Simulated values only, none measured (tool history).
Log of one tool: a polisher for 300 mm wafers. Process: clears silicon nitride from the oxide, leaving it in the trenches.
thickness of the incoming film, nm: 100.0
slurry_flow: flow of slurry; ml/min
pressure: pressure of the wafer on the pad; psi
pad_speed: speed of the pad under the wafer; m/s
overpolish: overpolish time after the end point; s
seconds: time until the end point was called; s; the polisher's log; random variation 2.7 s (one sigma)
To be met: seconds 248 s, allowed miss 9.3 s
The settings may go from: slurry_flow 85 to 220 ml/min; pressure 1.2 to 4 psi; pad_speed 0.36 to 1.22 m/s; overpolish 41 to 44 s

run 1 hour=0 | slurry_flow=140 pressure=2.6 pad_speed=0.78 overpolish=41 | seconds=146.83
run 2 hour=0.6 | slurry_flow=135 pressure=2.2 pad_speed=0.78 overpolish=41 | seconds=180.36
run 3 hour=4.5 | slurry_flow=130 pressure=2 pad_speed=0.78 overpolish=41 | seconds=196.16
run 4 hour=9.4 | slurry_flow=155 pressure=2 pad_speed=0.78 overpolish=41 | seconds=191.97
run 5 hour=13.4 | slurry_flow=155 pressure=2.5 pad_speed=0.78 overpolish=41 | seconds=152.57
run 6 hour=16.3 | slurry_flow=155 pressure=2.5 pad_speed=0.96 overpolish=41 | seconds=124.8
run 7 hour=24.9 | slurry_flow=155 pressure=2.5 pad_speed=0.96 overpolish=41 | seconds=124.04
run 8 hour=26.2 | slurry_flow=150 pressure=2.1 pad_speed=0.94 overpolish=41 | seconds=149.38
run 9 hour=29.7 | slurry_flow=130 pressure=1.4 pad_speed=0.82 overpolish=41 | seconds=257.83
run 10 hour=34.1 | slurry_flow=140 pressure=1.4 pad_speed=0.82 overpolish=41 | seconds=258.5

Which of these 5 next moves meets every target?
run A hour=38.5 | slurry_flow=125 pressure=1.4 pad_speed=0.8 overpolish=41 | seconds=?
run B hour=38.5 | slurry_flow=135 pressure=1.4 pad_speed=0.76 overpolish=41 | seconds=?
run C hour=38.5 | slurry_flow=150 pressure=1.3 pad_speed=0.82 overpolish=41 | seconds=?
run D hour=38.5 | slurry_flow=130 pressure=1.3 pad_speed=0.94 overpolish=41 | seconds=?
run E hour=38.5 | slurry_flow=140 pressure=1.7 pad_speed=0.66 overpolish=41 | seconds=?

move=A seconds=272.12
move=B seconds=281.94
move=C seconds=275.82
move=D seconds=247.62
move=E seconds=266.98
A: further off than the last run
B: further off than the last run
C: further off than the last run
D: meets every target
E: further off than the last run
Move D is the one to make.
